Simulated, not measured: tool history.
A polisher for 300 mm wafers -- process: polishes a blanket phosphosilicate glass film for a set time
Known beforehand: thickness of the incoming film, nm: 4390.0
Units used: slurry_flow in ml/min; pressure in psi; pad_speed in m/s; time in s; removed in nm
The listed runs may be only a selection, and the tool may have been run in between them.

{"run": 1, "hour": 0.0, "slurry_flow": 295, "pressure": 3, "pad_speed": 1.1, "slurry_solids": 1, "time": 77, "removed": 536.05}
{"run": 2, "hour": 1.9, "slurry_flow": 295, "pressure": 2.8, "pad_speed": 1.1, "slurry_solids": 1, "time": 77, "removed": 490.33}
{"run": 3, "hour": 9.4, "slurry_flow": 295, "pressure": 2.8, "pad_speed": 1.1, "slurry_solids": 1, "time": 77, "removed": 495.2}
{"run": 4, "hour": 10.1, "slurry_flow": 295, "pressure": 2.8, "pad_speed": 1.1, "slurry_solids": 1.2, "time": 77, "removed": 546.41}
{"run": 5, "hour": 14.9, "slurry_flow": 295, "pressure": 2.6, "pad_speed": 1.1, "slurry_solids": 1.2, "time": 77, "removed": 512.9}
{"run": 6, "hour": 17.0, "slurry_flow": 295, "pressure": 2.4, "pad_speed": 1.1, "slurry_solids": 1.2, "time": 77, "removed": 470.87}
{"run": 7, "hour": 24.8, "slurry_flow": 295, "pressure": 2.3, "pad_speed": 1.1, "slurry_solids": 1.2, "time": 77, "removed": 451.68}

Run 8 has not been measured yet. What should we expect?
{"run": 8, "hour": 27.7, "slurry_flow": 295, "pressure": 2.2, "pad_speed": 1.1, "slurry_solids": 1.2, "time": 77, "removed": "?"}

removed: 430.26 nm
